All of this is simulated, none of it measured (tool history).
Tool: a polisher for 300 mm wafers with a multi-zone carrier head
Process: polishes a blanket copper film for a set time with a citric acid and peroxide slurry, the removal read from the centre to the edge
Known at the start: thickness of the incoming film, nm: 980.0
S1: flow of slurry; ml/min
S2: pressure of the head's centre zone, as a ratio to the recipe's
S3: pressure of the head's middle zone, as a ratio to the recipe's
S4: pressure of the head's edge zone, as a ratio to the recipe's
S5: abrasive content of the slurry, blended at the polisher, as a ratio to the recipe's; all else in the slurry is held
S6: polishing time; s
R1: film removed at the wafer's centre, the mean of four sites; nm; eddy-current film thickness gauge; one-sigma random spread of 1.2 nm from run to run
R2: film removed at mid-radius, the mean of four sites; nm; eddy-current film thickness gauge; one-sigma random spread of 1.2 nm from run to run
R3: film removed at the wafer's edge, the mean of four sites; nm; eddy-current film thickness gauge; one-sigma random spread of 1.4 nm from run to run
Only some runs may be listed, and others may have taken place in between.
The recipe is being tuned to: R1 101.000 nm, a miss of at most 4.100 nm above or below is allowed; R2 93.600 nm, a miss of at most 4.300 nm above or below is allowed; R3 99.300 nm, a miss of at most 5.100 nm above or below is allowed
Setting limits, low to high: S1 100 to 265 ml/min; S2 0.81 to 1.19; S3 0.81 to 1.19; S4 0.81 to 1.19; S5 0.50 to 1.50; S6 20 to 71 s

run 1 day=0.000 | S1=170 S2=1.00 S3=1.00 S4=1.00 S5=1.00 S6=45 | R1=131.410 R2=134.210 R3=134.720
run 2 day=0.129 | S1=170 S2=1.00 S3=1.00 S4=0.95 S5=1.00 S6=45 | R1=132.920 R2=136.380 R3=129.740
run 3 day=0.433 | S1=170 S2=1.00 S3=1.00 S4=0.95 S5=0.90 S6=45 | R1=128.870 R2=130.960 R3=129.500
run 4 day=0.567 | S1=170 S2=1.00 S3=1.00 S4=0.95 S5=0.90 S6=50 | R1=144.200 R2=146.440 R3=141.660
run 5 day=0.621 | S1=170 S2=1.00 S3=1.08 S4=0.95 S5=0.90 S6=50 | R1=143.070 R2=154.480 R3=143.860
run 6 day=0.792 | S1=170 S2=1.00 S3=1.08 S4=0.87 S5=0.90 S6=50 | R1=142.570 R2=153.980 R3=135.750
run 7 day=1.021 | S1=165 S2=1.00 S3=1.04 S4=0.87 S5=0.80 S6=48 | R1=134.100 R2=138.390 R3=125.650
run 8 day=1.154 | S1=160 S2=0.99 S3=1.00 S4=0.87 S5=0.75 S6=47 | R1=122.910 R2=128.480 R3=120.850
run 9 day=1.454 | S1=155 S2=1.00 S3=0.97 S4=0.87 S5=0.70 S6=46 | R1=119.630 R2=117.060 R3=112.940
run 10 day=1.588 | S1=150 S2=0.99 S3=0.94 S4=0.87 S5=0.65 S6=46 | R1=114.050 R2=110.070 R3=110.780
run 11 day=1.946 | S1=145 S2=0.99 S3=0.92 S4=0.86 S5=0.65 S6=46 | R1=110.630 R2=108.340 R3=111.810
run 12 day=2.208 | S1=145 S2=0.99 S3=0.91 S4=0.85 S5=0.60 S6=46 | R1=108.080 R2=104.860 R3=105.990
run 13 day=2.508 | S1=140 S2=0.99 S3=0.90 S4=0.84 S5=0.60 S6=46 | R1=107.700 R2=103.650 R3=102.690
run 14 day=2.733 | S1=140 S2=0.99 S3=0.90 S4=0.84 S5=0.60 S6=46 | R1=106.460 R2=103.860 R3=104.280
run 15 day=2.758 | S1=135 S2=0.99 S3=0.89 S4=0.84 S5=0.60 S6=46 | R1=106.340 R2=102.010 R3=107.240
run 16 day=2.842 | S1=135 S2=0.99 S3=0.88 S4=0.84 S5=0.60 S6=46 | R1=105.050 R2=100.410 R3=102.050
run 17 day=3.192 | S1=130 S2=0.99 S3=0.87 S4=0.84 S5=0.60 S6=46 | R1=105.040 R2=98.520 R3=106.560

4 candidate next runs follow, results not yet known. Just one meets every target within its allowed miss. Identify it.
run A day=3.542 | S1=140 S2=0.92 S3=0.95 S4=0.83 S5=0.55 S6=45 | R1=? R2=? R3=?
run B day=3.542 | S1=115 S2=1.15 S3=0.81 S4=0.84 S5=0.50 S6=48 | R1=? R2=? R3=?
run C day=3.542 | S1=165 S2=0.99 S3=0.87 S4=0.85 S5=0.55 S6=44 | R1=? R2=? R3=?
run D day=3.542 | S1=115 S2=1.00 S3=0.87 S4=0.82 S5=0.65 S6=47 | R1=? R2=? R3=?

move=A R1=93.309 R2=100.200 R3=97.540
move=B R1=113.590 R2=86.314 R3=97.112
move=C R1=101.360 R2=93.901 R3=98.209
move=D R1=108.910 R2=100.810 R3=106.200
A: corrects the largest miss of the last run, while another result sits out of spec
B: corrects the largest miss of the last run, while another result sits out of spec
C: all results in spec
D: misses by more than the last run did
Correct choice: C, which meets every target
